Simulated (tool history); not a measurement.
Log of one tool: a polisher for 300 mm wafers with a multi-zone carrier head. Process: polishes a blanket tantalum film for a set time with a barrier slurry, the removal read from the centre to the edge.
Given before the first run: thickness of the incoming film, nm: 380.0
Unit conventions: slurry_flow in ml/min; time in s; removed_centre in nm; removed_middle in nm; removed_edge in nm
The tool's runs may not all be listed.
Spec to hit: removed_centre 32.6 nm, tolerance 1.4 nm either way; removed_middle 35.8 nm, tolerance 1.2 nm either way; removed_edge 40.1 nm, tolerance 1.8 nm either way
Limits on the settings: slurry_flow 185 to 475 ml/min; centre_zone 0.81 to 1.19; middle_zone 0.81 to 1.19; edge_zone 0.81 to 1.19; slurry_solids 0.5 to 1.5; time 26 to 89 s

Run 1, hour 0: slurry_flow 305 ml/min, centre_zone 1, middle_zone 1, edge_zone 1, slurry_solids 1, time 57 s. Result: removed_centre 56.781 nm, removed_middle 57.158 nm, removed_edge 58.32 nm.
Run 2, hour 7.6: slurry_flow 305 ml/min, centre_zone 1.04, middle_zone 1, edge_zone 1, slurry_solids 1, time 57 s. Result: removed_centre 59.9 nm, removed_middle 56.263 nm, removed_edge 57.159 nm.
Run 3, hour 10.6: slurry_flow 305 ml/min, centre_zone 1.04, middle_zone 1, edge_zone 1, slurry_solids 1, time 50 s. Result: removed_centre 52.197 nm, removed_middle 49.351 nm, removed_edge 50.599 nm.
Run 4, hour 17.5: slurry_flow 305 ml/min, centre_zone 1.04, middle_zone 1, edge_zone 1, slurry_solids 1.1, time 50 s. Result: removed_centre 53.648 nm, removed_middle 51.214 nm, removed_edge 50.738 nm.
Run 5, hour 18.7: slurry_flow 305 ml/min, centre_zone 1, middle_zone 0.99, edge_zone 0.98, slurry_solids 0.95, time 47 s. Result: removed_centre 46.747 nm, removed_middle 44.978 nm, removed_edge 46.209 nm.
Run 6, hour 26.9: slurry_flow 305 ml/min, centre_zone 1, middle_zone 0.99, edge_zone 0.98, slurry_solids 0.95, time 39 s. Result: removed_centre 38.474 nm, removed_middle 37.456 nm, removed_edge 38.953 nm.
Run 7, hour 28.9: slurry_flow 300 ml/min, centre_zone 0.97, middle_zone 0.98, edge_zone 0.99, slurry_solids 0.95, time 39 s. Result: removed_centre 37.37 nm, removed_middle 38.029 nm, removed_edge 39.798 nm.
Run 8, hour 36: slurry_flow 295 ml/min, centre_zone 0.95, middle_zone 0.96, edge_zone 0.99, slurry_solids 0.95, time 39 s. Result: removed_centre 36.072 nm, removed_middle 36.733 nm, removed_edge 39.28 nm.
Run 9, hour 41.9: slurry_flow 290 ml/min, centre_zone 0.93, middle_zone 0.95, edge_zone 1, slurry_solids 0.95, time 39 s. Result: removed_centre 35.641 nm, removed_middle 36.27 nm, removed_edge 39.482 nm.

Which one of the following 4 next-run settings gets every result inside its allowed miss? There is exactly one.
Run A, hour 47.8: slurry_flow 300 ml/min, centre_zone 0.86, middle_zone 1.03, edge_zone 0.93, slurry_solids 1.05, time 37 s. Result: removed_centre ?, removed_middle ?, removed_edge ?.
Run B, hour 47.8: slurry_flow 315 ml/min, centre_zone 0.88, middle_zone 0.98, edge_zone 1.15, slurry_solids 0.8, time 39 s. Result: removed_centre ?, removed_middle ?, removed_edge ?.
Run C, hour 47.8: slurry_flow 270 ml/min, centre_zone 0.81, middle_zone 0.97, edge_zone 0.93, slurry_solids 0.8, time 44 s. Result: removed_centre ?, removed_middle ?, removed_edge ?.
Run D, hour 47.8: slurry_flow 265 ml/min, centre_zone 0.82, middle_zone 1.04, edge_zone 1.02, slurry_solids 1, time 36 s. Result: removed_centre ?, removed_middle ?, removed_edge ?.

move  removed_centre  removed_middle  removed_edge
   A          32.123          38.366        37.627
   B           32.33          36.323        41.047
   C          33.051          40.155        41.305
   D          29.063          36.734        37.466
A: gets the furthest-off result to its target, but another result is out of tolerance
B: all results land within tolerance of their targets
C: gets the furthest-off result to its target, but another result is out of tolerance
D: takes the biggest miss from the last run beyond its target
Correct choice: B, which meets every target
